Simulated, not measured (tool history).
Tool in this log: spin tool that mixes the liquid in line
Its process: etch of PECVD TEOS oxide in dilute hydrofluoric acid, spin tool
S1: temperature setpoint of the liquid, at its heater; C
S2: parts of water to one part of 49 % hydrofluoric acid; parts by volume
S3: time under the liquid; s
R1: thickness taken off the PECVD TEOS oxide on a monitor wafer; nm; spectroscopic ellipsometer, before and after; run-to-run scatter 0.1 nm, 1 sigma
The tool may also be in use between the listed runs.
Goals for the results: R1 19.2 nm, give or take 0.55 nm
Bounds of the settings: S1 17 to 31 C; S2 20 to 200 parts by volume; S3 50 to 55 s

run  hour    S1   S2  S3      R1
  1     0    23  110  50  9.5957
  2   2.3    23   90  50  11.964
  3   8.4  25.5   85  50  13.944
  4   9.7  25.5  115  50  10.085
  5  11.9    27  100  50  12.535
  6  14.6    28   90  50  14.545
  7  17.7    31   70  50  21.638
  8  25.8    30   70  50  20.727

Exactly one of the 5 candidate moves below puts every result within its allowed miss. Which one?
  A  33.9  29.5  75  50   ?
  B  33.9    26  60  50   ?
  C  33.9    31  70  50   ?
  D  33.9    31  75  55   ?
  E  33.9  29.5  70  55   ?

move      R1
   A  19.036
   B  21.179
   C  21.765
   D  22.176
   E    22.6
A: all results in spec
B: misses by more than the last run did
C: misses by more than the last run did
D: misses by more than the last run did
E: misses by more than the last run did
Go with A: it meets all targets.

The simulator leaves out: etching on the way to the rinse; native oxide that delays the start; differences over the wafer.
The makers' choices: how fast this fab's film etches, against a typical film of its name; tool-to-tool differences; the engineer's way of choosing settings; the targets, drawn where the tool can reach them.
